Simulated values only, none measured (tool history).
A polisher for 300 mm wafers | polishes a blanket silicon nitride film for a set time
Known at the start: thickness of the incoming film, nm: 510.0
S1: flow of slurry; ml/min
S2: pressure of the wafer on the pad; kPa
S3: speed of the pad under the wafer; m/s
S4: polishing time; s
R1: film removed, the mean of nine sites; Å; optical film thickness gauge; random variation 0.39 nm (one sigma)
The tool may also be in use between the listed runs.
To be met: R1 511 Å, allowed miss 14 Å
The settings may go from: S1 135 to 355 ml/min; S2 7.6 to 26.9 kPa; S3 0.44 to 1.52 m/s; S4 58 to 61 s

{"run": 1, "hour": 0.0, "S1": 225, "S2": 17.2, "S3": 0.98, "S4": 58, "R1": 821.02}
{"run": 2, "hour": 5.8, "S1": 220, "S2": 15.2, "S3": 0.98, "S4": 58, "R1": 760.62}
{"run": 3, "hour": 9.3, "S1": 220, "S2": 15.2, "S3": 0.98, "S4": 58, "R1": 752.99}
{"run": 4, "hour": 17.3, "S1": 220, "S2": 13.1, "S3": 0.96, "S4": 58, "R1": 661.1}
{"run": 5, "hour": 18.5, "S1": 270, "S2": 13.1, "S3": 0.96, "S4": 58, "R1": 682.34}
{"run": 6, "hour": 21.3, "S1": 270, "S2": 13.1, "S3": 0.84, "S4": 58, "R1": 615.96}
{"run": 7, "hour": 22.8, "S1": 265, "S2": 12.4, "S3": 0.84, "S4": 58, "R1": 584.64}
{"run": 8, "hour": 30.7, "S1": 255, "S2": 11.7, "S3": 0.84, "S4": 58, "R1": 564.58}
{"run": 9, "hour": 36.5, "S1": 250, "S2": 11, "S3": 0.84, "S4": 58, "R1": 545.32}
{"run": 10, "hour": 42.3, "S1": 245, "S2": 11, "S3": 0.84, "S4": 58, "R1": 550.61}

Which of these 4 next moves meets every target?
{"run": "A", "hour": 48.1, "S1": 230, "S2": 11, "S3": 0.7, "S4": 60, "R1": "?"}
{"run": "B", "hour": 48.1, "S1": 190, "S2": 15.2, "S3": 0.62, "S4": 58, "R1": "?"}
{"run": "C", "hour": 48.1, "S1": 260, "S2": 7.6, "S3": 0.9, "S4": 58, "R1": "?"}
{"run": "D", "hour": 48.1, "S1": 195, "S2": 9, "S3": 0.82, "S4": 61, "R1": "?"}

move=A R1=489.73
move=B R1=517.87
move=C R1=472.9
move=D R1=490.66
A: takes the result that was furthest off past its target
B: meets every target
C: takes the result that was furthest off past its target
D: takes the result that was furthest off past its target
Move B is the one to make.
